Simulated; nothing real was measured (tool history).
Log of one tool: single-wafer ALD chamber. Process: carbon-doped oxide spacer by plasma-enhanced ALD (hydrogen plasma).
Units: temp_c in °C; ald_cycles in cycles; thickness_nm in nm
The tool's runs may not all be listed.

run	hour	temp_c	ald_cycles	thickness_nm
1	0.0	375	396	19.053
2	5.0	375	371	17.886
3	7.9	375	391	18.786
4	10.7	375	406	19.602
5	19.1	375	416	20.131
6	22.5	375	472	22.759

The next listed run, before its measurement:
7	24.1	375	466	?

Run 7 gave thickness_nm 22.490 nm.
